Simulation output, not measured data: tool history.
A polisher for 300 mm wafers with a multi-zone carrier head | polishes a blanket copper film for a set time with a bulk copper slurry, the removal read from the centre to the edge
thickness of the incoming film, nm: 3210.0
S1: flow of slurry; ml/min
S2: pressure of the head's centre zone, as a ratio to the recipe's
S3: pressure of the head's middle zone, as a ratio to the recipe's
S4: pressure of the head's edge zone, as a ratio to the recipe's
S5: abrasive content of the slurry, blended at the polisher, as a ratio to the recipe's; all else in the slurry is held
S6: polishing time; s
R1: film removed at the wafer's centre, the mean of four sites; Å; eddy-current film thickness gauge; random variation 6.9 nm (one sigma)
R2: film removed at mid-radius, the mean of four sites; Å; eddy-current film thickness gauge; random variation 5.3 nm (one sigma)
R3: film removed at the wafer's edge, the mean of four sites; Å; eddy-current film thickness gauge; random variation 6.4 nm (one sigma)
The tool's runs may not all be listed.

run 1 hour=0 | S1=250 S2=1 S3=1 S4=1 S5=1 S6=69 | R1=6899.2 R2=6826.9 R3=6906.9
run 2 hour=2.6 | S1=250 S2=1 S3=1.08 S4=1 S5=1 S6=69 | R1=6978.1 R2=7296.5 R3=6699.5
run 3 hour=3.8 | S1=250 S2=1 S3=1.08 S4=1 S5=0.9 S6=69 | R1=6561.1 R2=7106.3 R3=6593
run 4 hour=5.3 | S1=250 S2=1.02 S3=1.08 S4=0.98 S5=0.85 S6=66 | R1=6461.6 R2=6648.1 R3=6228.9
run 5 hour=7.5 | S1=250 S2=1.02 S3=1.08 S4=0.98 S5=0.85 S6=58 | R1=5608.4 R2=5830.2 R3=5488.6
run 6 hour=9.1 | S1=250 S2=1.03 S3=1.08 S4=0.96 S5=0.8 S6=57 | R1=5528.7 R2=5715 R3=5256.8
run 7 hour=11.7 | S1=250 S2=1.03 S3=1.07 S4=0.94 S5=0.75 S6=57 | R1=5459.3 R2=5560.6 R3=5231.1

The next listed run, before its measurement:
run 8 hour=13 | S1=250 S2=1.04 S3=1.07 S4=0.93 S5=0.7 S6=57 | R1=? R2=? R3=?

Run 8 gave R1 5295.3 Å, R2 5476.6 Å, R3 5014.2 Å.
